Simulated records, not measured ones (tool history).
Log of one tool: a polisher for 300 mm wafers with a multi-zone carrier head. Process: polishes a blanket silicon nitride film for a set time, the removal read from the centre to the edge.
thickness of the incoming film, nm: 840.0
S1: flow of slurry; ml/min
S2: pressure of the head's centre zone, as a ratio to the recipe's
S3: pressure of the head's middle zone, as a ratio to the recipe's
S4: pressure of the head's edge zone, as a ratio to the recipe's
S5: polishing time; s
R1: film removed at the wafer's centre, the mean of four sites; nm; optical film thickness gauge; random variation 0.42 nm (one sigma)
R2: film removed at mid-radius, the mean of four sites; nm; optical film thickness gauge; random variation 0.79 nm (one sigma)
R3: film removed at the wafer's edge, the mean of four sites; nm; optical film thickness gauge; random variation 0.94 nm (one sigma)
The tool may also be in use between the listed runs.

Run 1, hour 0: S1 285 ml/min, S2 1, S3 1, S4 1, S5 59 s. Result: R1 74.67 nm, R2 73.593 nm, R3 71.961 nm.
Run 2, hour 6.8: S1 275 ml/min, S2 0.97, S3 0.98, S4 1, S5 59 s. Result: R1 71.806 nm, R2 73.134 nm, R3 71.022 nm.
Run 3, hour 12.2: S1 270 ml/min, S2 0.95, S3 0.95, S4 1.01, S5 59 s. Result: R1 71.141 nm, R2 70.402 nm, R3 72.038 nm.
Run 4, hour 14.7: S1 215 ml/min, S2 0.95, S3 0.95, S4 1.01, S5 59 s. Result: R1 68.88 nm, R2 67.028 nm, R3 69.928 nm.
Run 5, hour 19.6: S1 210 ml/min, S2 0.93, S3 0.95, S4 1.01, S5 59 s. Result: R1 66.961 nm, R2 68.555 nm, R3 67.472 nm.
Run 6, hour 26.3: S1 205 ml/min, S2 0.91, S3 0.94, S4 1.03, S5 59 s. Result: R1 65.299 nm, R2 67.977 nm, R3 72.155 nm.

Forecast run 7:
Run 7, hour 27.2: S1 200 ml/min, S2 0.9, S3 0.93, S4 1.02, S5 59 s. Result: R1 ?, R2 ?, R3 ?.

R1: 64.667 nm
R2: 67.797 nm
R3: 70.072 nm
